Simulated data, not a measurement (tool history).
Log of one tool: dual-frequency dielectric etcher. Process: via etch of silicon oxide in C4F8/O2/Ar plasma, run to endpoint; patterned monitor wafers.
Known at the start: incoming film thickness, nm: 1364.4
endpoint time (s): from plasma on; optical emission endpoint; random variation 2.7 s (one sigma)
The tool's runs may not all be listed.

Run 1, hour 0: source power (kW) 1.83, bias power (kW) 2.315. Result: endpoint time (s) 254.96.
Run 2, hour 7.6: source power (kW) 1.83, bias power (kW) 2.458. Result: endpoint time (s) 247.4.
Run 3, hour 10.7: source power (kW) 1.7, bias power (kW) 2.356. Result: endpoint time (s) 260.09.
Run 4, hour 18.2: source power (kW) 1.59, bias power (kW) 2.29. Result: endpoint time (s) 267.1.
Run 5, hour 26: source power (kW) 1.5, bias power (kW) 2.211. Result: endpoint time (s) 275.12.
Run 6, hour 27.8: source power (kW) 1.32, bias power (kW) 2.211. Result: endpoint time (s) 280.22.

Run 7 comes next. What will it give?
Run 7, hour 29.7: source power (kW) 1.27, bias power (kW) 2.139. Result: endpoint time (s) ?.

{"run 7": {"endpoint time (s)": 284.1}}

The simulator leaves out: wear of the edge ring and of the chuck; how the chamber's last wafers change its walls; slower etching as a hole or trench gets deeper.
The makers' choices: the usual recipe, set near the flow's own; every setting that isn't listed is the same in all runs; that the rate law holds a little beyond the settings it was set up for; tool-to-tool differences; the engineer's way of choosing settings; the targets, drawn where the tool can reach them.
